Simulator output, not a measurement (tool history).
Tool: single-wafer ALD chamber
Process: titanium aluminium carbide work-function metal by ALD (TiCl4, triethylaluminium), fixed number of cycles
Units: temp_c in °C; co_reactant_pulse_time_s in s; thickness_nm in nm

run	day	temp_c	co_reactant_pulse_time_s	thickness_nm
1	0.000	300	7.84	1.7493
2	0.317	300	6.16	1.7076
3	0.633	304	6.16	1.7042
4	0.683	302	5.14	1.6402
5	0.846	300	4.88	1.6121
6	1.079	300	6.54	1.7100

The next listed run, before its measurement:
7	1.292	297	5.87	?

Run 7 gave thickness_nm 1.6325 nm.
